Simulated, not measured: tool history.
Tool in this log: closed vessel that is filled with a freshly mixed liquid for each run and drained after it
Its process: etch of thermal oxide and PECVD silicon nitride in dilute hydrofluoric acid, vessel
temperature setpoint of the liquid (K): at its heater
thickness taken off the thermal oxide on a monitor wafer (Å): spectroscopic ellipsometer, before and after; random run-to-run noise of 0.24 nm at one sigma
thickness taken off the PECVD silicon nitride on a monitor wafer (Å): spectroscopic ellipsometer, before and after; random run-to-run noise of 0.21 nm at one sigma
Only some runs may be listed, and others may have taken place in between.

run	hour	temperature setpoint of the liquid (K)	parts of water to one part of 49 % hydrofluoric acid (parts by volume)	time in the liquid (s)	thickness taken off the thermal oxide on a monitor wafer (Å)	thickness taken off the PECVD silicon nitride on a monitor wafer (Å)
1	0.0	297.15	145	1045	322.78	312.11
2	7.8	297.15	145	1305	400.78	391.10
3	15.6	297.15	145	1635	498.18	483.36
4	21.3	296.65	150	1645	475.87	459.62
5	29.0	293.65	150	1645	424.51	380.74
6	31.5	293.65	150	1835	476.87	420.73
7	35.9	293.65	155	1850	460.45	410.58
8	44.8	293.65	155	1850	457.11	416.15

Run 9 has not been measured yet. What should we expect?
9	54.2	293.65	160	1865	?	?

thickness taken off the thermal oxide on a monitor wafer (Å): 446.36
thickness taken off the PECVD silicon nitride on a monitor wafer (Å): 405.05

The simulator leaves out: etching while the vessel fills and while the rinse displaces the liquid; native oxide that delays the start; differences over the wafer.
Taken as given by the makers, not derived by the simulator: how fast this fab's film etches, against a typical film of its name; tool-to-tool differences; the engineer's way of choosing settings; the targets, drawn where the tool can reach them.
